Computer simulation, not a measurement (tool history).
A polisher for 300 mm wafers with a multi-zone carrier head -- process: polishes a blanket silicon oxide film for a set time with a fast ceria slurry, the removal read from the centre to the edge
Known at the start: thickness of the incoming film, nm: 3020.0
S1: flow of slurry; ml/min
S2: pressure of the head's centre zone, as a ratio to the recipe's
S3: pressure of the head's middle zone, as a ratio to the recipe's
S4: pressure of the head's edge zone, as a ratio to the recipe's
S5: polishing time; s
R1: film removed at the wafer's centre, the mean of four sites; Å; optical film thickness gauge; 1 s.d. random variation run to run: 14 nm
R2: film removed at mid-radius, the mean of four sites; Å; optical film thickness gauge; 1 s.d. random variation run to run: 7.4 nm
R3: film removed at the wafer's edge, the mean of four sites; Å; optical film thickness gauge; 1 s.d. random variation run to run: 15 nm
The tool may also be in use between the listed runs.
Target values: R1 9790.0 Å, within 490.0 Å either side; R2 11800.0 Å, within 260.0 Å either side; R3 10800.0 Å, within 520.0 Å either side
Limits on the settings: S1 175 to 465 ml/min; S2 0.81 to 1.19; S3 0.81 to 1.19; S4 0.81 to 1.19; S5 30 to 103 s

run  hour   S1    S2    S3    S4  S5      R1       R2       R3
  1   0.0  295  1.00  1.00  1.00  66  8476.1   8547.2   8507.0
  2   4.8  265  1.00  1.00  1.00  66  8320.0   8516.3   8540.8
  3   6.3  260  1.00  1.05  1.03  70  8892.3   9226.4   9014.4
  4   7.6  260  1.00  1.05  1.09  70  8932.9   9160.0   9203.1
  5  14.0  270  0.97  1.09  1.10  73  9126.7  10023.0   9703.4
  6  20.2  295  0.96  1.12  1.12  74  9144.6  10297.0   9790.8
  7  21.7  295  0.95  1.14  1.12  76  9585.0  10763.0  10317.0
  8  30.5  295  0.93  1.16  1.10  77  9074.8  11067.0  10343.0
     36.3  -- edge zone pressure recalibrated
  9  36.3  295  0.93  1.16  1.10  77  9274.0  11063.0  10266.0

Exactly one of the 5 candidate moves below puts every result within its allowed miss. Which one?
  A  42.1  310  0.99  1.14  1.16  87   ?   ?   ?
  B  42.1  315  0.92  1.15  1.11  81   ?   ?   ?
  C  42.1  295  0.94  1.18  1.09  74   ?   ?   ?
  D  42.1  350  0.95  1.10  1.18  87   ?   ?   ?
  E  42.1  450  0.94  1.05  1.10  81   ?   ?   ?

move       R1       R2       R3
   A  11227.0  12642.0  11759.0
   B   9725.6  11871.0  10716.0
   C   9012.7  10976.0   9645.6
   D  10906.0  12463.0  11977.0
   E  10261.0  11443.0  10926.0
A: takes the result that was furthest off past its target
B: all results in spec
C: lands further from the targets than the last run did
D: takes the result that was furthest off past its target
E: better than the last run, though not everything is in spec
Answer: B

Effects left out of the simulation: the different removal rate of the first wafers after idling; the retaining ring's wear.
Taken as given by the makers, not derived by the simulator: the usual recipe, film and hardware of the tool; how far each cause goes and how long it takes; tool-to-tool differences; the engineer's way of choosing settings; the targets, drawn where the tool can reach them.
